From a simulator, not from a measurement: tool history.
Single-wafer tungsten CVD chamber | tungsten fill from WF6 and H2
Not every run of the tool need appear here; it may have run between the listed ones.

run	hour	heater temperature setpoint (°C)	chamber pressure (mTorr)	deposition time (s)	mean film thickness on the monitor wafer (nm)
1	0	380	42300	13.4	31.538
2	7.8	376	42300	13.4	28.669
3	8.5	375	42300	13.4	27.953
4	12.3	375	47800	13.4	29.202
5	18.2	375	43000	13.4	28.243
6	25.3	374	43000	13.4	27.496
7	26.3	373	43000	13.4	26.836
8	34.3	368	42900	13.4	23.709

The next listed run, before its measurement:
9	35.4	369	42900	13.4	?

mean film thickness on the monitor wafer (nm): 24.33
